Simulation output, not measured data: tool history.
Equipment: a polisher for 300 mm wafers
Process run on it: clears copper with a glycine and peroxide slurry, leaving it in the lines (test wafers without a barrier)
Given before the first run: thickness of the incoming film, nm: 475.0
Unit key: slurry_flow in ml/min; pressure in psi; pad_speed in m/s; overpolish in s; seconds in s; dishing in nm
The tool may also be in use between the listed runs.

Run 1, hour 0.0: slurry_flow 230 ml/min, pressure 2.2 psi, pad_speed 1.10 m/s, overpolish 16 s. Result: seconds 106.68 s, dishing 54.602 nm.
Run 2, hour 2.5: slurry_flow 230 ml/min, pressure 2.0 psi, pad_speed 1.10 m/s, overpolish 16 s. Result: seconds 111.49 s, dishing 50.015 nm.
Run 3, hour 4.3: slurry_flow 225 ml/min, pressure 1.9 psi, pad_speed 1.14 m/s, overpolish 15 s. Result: seconds 116.94 s, dishing 48.118 nm.
Run 4, hour 5.4: slurry_flow 205 ml/min, pressure 1.9 psi, pad_speed 1.14 m/s, overpolish 15 s. Result: seconds 116.74 s, dishing 46.648 nm.
Run 5, hour 6.4: slurry_flow 180 ml/min, pressure 1.9 psi, pad_speed 1.14 m/s, overpolish 15 s. Result: seconds 118.47 s, dishing 45.962 nm.
Run 6, hour 14.2: slurry_flow 175 ml/min, pressure 1.9 psi, pad_speed 1.14 m/s, overpolish 14 s. Result: seconds 120.99 s, dishing 42.428 nm.
Run 7, hour 19.5: slurry_flow 170 ml/min, pressure 1.9 psi, pad_speed 1.14 m/s, overpolish 13 s. Result: seconds 119.77 s, dishing 40.471 nm.
Run 8, hour 25.6: slurry_flow 165 ml/min, pressure 1.9 psi, pad_speed 1.14 m/s, overpolish 12 s. Result: seconds 119.35 s, dishing 36.874 nm.
Run 9, hour 29.7: slurry_flow 160 ml/min, pressure 2.0 psi, pad_speed 1.10 m/s, overpolish 11 s. Result: seconds 117.70 s, dishing 36.554 nm.
Run 10, hour 36.9: slurry_flow 160 ml/min, pressure 1.9 psi, pad_speed 1.16 m/s, overpolish 10 s. Result: seconds 120.32 s, dishing 32.550 nm.
Run 11, hour 42.9: slurry_flow 160 ml/min, pressure 1.8 psi, pad_speed 1.22 m/s, overpolish 9 s. Result: seconds 121.03 s, dishing 28.995 nm.
Run 12, hour 44.2: slurry_flow 170 ml/min, pressure 1.7 psi, pad_speed 1.28 m/s, overpolish 9 s. Result: seconds 122.51 s, dishing 28.674 nm.

Forecast run 13:
Run 13, hour 50.8: slurry_flow 170 ml/min, pressure 1.7 psi, pad_speed 1.32 m/s, overpolish 9 s. Result: seconds ?, dishing ?.

{"run 13": {"seconds": 120.17, "dishing": 28.823}}
